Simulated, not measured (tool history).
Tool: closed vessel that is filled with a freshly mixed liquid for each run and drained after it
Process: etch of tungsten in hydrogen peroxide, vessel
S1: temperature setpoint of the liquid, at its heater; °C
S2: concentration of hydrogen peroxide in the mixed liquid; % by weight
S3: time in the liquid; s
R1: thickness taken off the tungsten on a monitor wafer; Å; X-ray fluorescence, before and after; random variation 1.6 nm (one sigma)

| run | hour | S1 | S2 | S3 | R1 |
|---|---|---|---|---|---|
| 1 | 0.0 | 55.0 | 16 | 95 | 3433.6 |
| 2 | 7.4 | 52.0 | 16 | 95 | 2872.3 |
| 3 | 13.2 | 52.0 | 19 | 95 | 3126.7 |
| 4 | 21.4 | 49.5 | 19 | 95 | 2703.3 |
| 5 | 25.5 | 49.5 | 22 | 95 | 2872.9 |
| 6 | 30.7 | 49.5 | 22 | 95 | 2933.0 |
| 7 | 35.5 | 47.5 | 22 | 95 | 2562.4 |
| 8 | 43.4 | 46.0 | 22 | 95 | 2309.0 |
| 9 | 48.7 | 45.0 | 22 | 95 | 2185.0 |
| 10 | 49.9 | 44.0 | 22 | 95 | 2055.5 |
| 11 | 57.7 | 43.5 | 22 | 95 | 1984.0 |
| 12 | 65.5 | 43.0 | 22 | 95 | 1893.7 |

The next listed run, before its measurement:
| 13 | 74.7 | 43.0 | 22 | 95 | ? |

{"run 13": {"R1": 1887.1}}
